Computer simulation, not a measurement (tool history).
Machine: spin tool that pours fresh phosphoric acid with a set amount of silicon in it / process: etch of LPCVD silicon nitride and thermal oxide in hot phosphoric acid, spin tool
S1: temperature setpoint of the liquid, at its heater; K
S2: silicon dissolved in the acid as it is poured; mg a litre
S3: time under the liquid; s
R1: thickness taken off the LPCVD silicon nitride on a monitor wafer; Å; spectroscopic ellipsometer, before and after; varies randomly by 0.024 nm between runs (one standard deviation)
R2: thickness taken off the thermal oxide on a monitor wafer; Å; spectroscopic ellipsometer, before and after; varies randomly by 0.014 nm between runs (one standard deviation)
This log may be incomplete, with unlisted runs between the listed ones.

run	hour	S1	S2	S3	R1	R2
1	0	433.15	22	180	147.99	2.356
2	3.2	433.15	22	235	190.82	4.1432
3	7.7	433.15	22	175	142.27	3.1195
4	11.1	435.15	22	175	152.54	3.3765
5	13.9	435.15	22	215	188.99	3.217
# hour 19.3: thermometer replaced
6	19.3	436.15	22	215	184.86	3.8795
7	22.1	435.65	22	195	166.19	3.2102
8	27.2	433.15	8	105	82.639	2.5582
9	30	430.65	15.5	15	10.829	0.23588
10	38	433.15	16	15	11.707	0.26556
11	38.9	435.65	18.5	105	89.646	2.9204
12	43.3	435.65	18.5	105	90.204	1.8556
13	48.5	435.15	18.5	105	88.977	1.696
14	56.8	434.65	18.5	105	86.693	2.2037
15	65.4	434.15	18.5	105	84.265	1.9168
16	66.9	433.65	18.5	105	83.335	1.4245
17	73.1	433.65	18.5	105	83.756	2.2711
18	79.7	433.15	20.5	105	82.799	2.1978
19	87.6	432.65	18.5	105	81.403	1.3305
20	89	433.15	19.5	100	78.15	1.157

Expected results for the next run?
21	96.3	432.65	18	100	?	?

Logged for run 21: R1 77.582 Å, R2 1.6531 Å.
